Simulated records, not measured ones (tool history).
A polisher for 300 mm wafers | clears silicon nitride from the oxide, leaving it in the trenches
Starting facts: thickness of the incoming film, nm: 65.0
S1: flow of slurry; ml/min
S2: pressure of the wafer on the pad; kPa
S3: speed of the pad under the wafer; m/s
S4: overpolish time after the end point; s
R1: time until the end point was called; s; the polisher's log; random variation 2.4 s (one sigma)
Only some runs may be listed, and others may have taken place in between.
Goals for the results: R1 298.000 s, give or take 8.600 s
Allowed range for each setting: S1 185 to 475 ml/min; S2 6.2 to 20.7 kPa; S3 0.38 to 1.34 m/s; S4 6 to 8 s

Run 1, hour 0.0: S1 305 ml/min, S2 13.1 kPa, S3 0.86 m/s, S4 8 s. Result: R1 127.050 s.
Run 2, hour 2.1: S1 340 ml/min, S2 13.1 kPa, S3 0.86 m/s, S4 8 s. Result: R1 125.080 s.
Run 3, hour 5.8: S1 335 ml/min, S2 12.4 kPa, S3 0.82 m/s, S4 8 s. Result: R1 137.310 s.
Run 4, hour 9.2: S1 335 ml/min, S2 14.5 kPa, S3 0.82 m/s, S4 8 s. Result: R1 119.240 s.
Run 5, hour 13.4: S1 335 ml/min, S2 14.5 kPa, S3 1.02 m/s, S4 8 s. Result: R1 96.907 s.
Run 6, hour 16.0: S1 330 ml/min, S2 13.1 kPa, S3 0.94 m/s, S4 8 s. Result: R1 115.970 s.
Run 7, hour 19.3: S1 325 ml/min, S2 12.4 kPa, S3 0.88 m/s, S4 8 s. Result: R1 130.820 s.
Run 8, hour 23.4: S1 320 ml/min, S2 11.7 kPa, S3 0.84 m/s, S4 8 s. Result: R1 142.070 s.

Next run, 5 choices. One meets every target within its allowed miss, the rest don't. Which?
Run A, hour 27.5: S1 360 ml/min, S2 7.6 kPa, S3 0.58 m/s, S4 8 s. Result: R1 ?.
Run B, hour 27.5: S1 330 ml/min, S2 10.3 kPa, S3 0.66 m/s, S4 6 s. Result: R1 ?.
Run C, hour 27.5: S1 370 ml/min, S2 13.8 kPa, S3 1.00 m/s, S4 8 s. Result: R1 ?.
Run D, hour 27.5: S1 195 ml/min, S2 11.0 kPa, S3 0.78 m/s, S4 8 s. Result: R1 ?.
Run E, hour 27.5: S1 345 ml/min, S2 15.9 kPa, S3 1.02 m/s, S4 8 s. Result: R1 ?.

move       R1
   A  294.880
   B  197.960
   C  101.210
   D  168.780
   E   87.416
A: each result inside its tolerance
B: gains on the last run, yet a result remains outside its allowed miss
C: the biggest miss grows against the last run
D: gains on the last run, yet a result remains outside its allowed miss
E: the biggest miss grows against the last run
The right move is A.

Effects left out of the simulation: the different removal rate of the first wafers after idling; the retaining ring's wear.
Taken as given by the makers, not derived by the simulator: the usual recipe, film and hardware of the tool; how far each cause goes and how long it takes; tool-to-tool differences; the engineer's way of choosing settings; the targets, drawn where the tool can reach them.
